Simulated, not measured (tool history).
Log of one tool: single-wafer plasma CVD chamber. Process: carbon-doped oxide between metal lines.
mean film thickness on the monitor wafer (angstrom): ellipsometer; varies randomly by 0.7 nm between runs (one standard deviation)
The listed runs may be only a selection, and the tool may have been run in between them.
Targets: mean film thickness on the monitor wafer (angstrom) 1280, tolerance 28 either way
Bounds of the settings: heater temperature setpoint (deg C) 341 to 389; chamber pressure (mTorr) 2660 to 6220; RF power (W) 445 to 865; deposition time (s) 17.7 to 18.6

run	hour	heater temperature setpoint (deg C)	chamber pressure (mTorr)	RF power (W)	deposition time (s)	mean film thickness on the monitor wafer (angstrom)
1	0	365	4440	655	18.6	1134.5
2	3.4	365	3880	655	18.6	1119.4
3	6.1	365	3420	655	18.6	1098.6
4	13	363	3790	685	18.6	1150.3
5	21.7	363	3790	685	18.6	1158.8
6	23.5	363	3510	685	18.6	1145.1
7	25	361	3750	705	18.6	1170.3
8	33.6	360	3920	730	18.6	1212

Next run, 4 choices. One meets every target within its allowed miss, the rest don't. Which?
A	42.2	361	3860	725	18.6	?
B	42.2	360	4080	660	18.6	?
C	42.2	367	4210	810	18.6	?
D	42.2	351	3190	650	18.6	?

move	mean film thickness on the monitor wafer (angstrom)
A	1196.3
B	1142.5
C	1267.7
D	1136.1
A: further off than the last run
B: further off than the last run
C: hits every target within its allowed miss
D: further off than the last run
Correct choice: C, which meets every target

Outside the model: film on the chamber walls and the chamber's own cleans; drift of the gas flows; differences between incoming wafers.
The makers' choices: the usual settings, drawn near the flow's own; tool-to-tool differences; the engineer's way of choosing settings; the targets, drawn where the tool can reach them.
